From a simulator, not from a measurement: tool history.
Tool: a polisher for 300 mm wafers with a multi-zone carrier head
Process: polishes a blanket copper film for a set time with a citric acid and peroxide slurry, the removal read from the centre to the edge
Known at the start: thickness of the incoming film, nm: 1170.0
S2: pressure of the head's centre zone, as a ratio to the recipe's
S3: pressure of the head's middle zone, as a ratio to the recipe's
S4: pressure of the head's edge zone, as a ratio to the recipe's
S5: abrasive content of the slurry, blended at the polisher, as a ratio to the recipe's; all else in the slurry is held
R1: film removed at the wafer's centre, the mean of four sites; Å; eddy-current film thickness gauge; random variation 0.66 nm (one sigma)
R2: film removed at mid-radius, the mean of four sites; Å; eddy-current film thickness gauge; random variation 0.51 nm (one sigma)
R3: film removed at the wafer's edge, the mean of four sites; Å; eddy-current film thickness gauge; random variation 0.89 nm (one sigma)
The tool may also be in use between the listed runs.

Run 1, day 0.000: flow of slurry (ml/min) 185, S2 1.00, S3 1.00, S4 1.00, S5 1.00, polishing time (s) 43. Result: R1 991.10 Å, R2 1019.40 Å, R3 1005.50 Å.
Run 2, day 0.171: flow of slurry (ml/min) 185, S2 1.00, S3 1.00, S4 0.96, S5 0.90, polishing time (s) 42. Result: R1 958.29 Å, R2 980.30 Å, R3 934.29 Å.
Run 3, day 0.325: flow of slurry (ml/min) 175, S2 0.99, S3 0.99, S4 0.93, S5 0.80, polishing time (s) 42. Result: R1 923.16 Å, R2 948.58 Å, R3 896.63 Å.
Run 4, day 0.567: flow of slurry (ml/min) 175, S2 0.99, S3 0.99, S4 0.93, S5 0.80, polishing time (s) 53. Result: R1 1173.90 Å, R2 1188.30 Å, R3 1126.10 Å.
Run 5, day 0.683: flow of slurry (ml/min) 175, S2 0.99, S3 0.99, S4 0.87, S5 0.80, polishing time (s) 53. Result: R1 1161.40 Å, R2 1189.30 Å, R3 1121.20 Å.
Run 6, day 1.017: flow of slurry (ml/min) 175, S2 0.99, S3 0.99, S4 0.86, S5 0.75, polishing time (s) 50. Result: R1 1082.90 Å, R2 1128.40 Å, R3 1035.30 Å.
Run 7, day 1.283: flow of slurry (ml/min) 175, S2 0.99, S3 0.99, S4 0.86, S5 0.75, polishing time (s) 50. Result: R1 1095.50 Å, R2 1108.80 Å, R3 1025.80 Å.
Run 8, day 1.554: flow of slurry (ml/min) 175, S2 0.99, S3 0.98, S4 0.85, S5 0.70, polishing time (s) 48. Result: R1 1037.20 Å, R2 1048.00 Å, R3 976.98 Å.
Run 9, day 1.596: flow of slurry (ml/min) 170, S2 0.99, S3 0.98, S4 0.84, S5 0.65, polishing time (s) 46. Result: R1 987.48 Å, R2 1004.60 Å, R3 908.15 Å.
Run 10, day 1.783: flow of slurry (ml/min) 160, S2 0.99, S3 0.97, S4 0.83, S5 0.60, polishing time (s) 45. Result: R1 931.11 Å, R2 952.38 Å, R3 880.74 Å.
Run 11, day 2.138: flow of slurry (ml/min) 160, S2 0.99, S3 0.97, S4 0.83, S5 0.60, polishing time (s) 45. Result: R1 947.16 Å, R2 965.42 Å, R3 901.44 Å.

Run 12 comes next. What will it give?
Run 12, day 2.221: flow of slurry (ml/min) 180, S2 0.98, S3 0.96, S4 0.83, S5 0.60, polishing time (s) 43. Result: R1 ?, R2 ?, R3 ?.

Run 12 gave R1 909.81 Å, R2 917.79 Å, R3 844.46 Å.
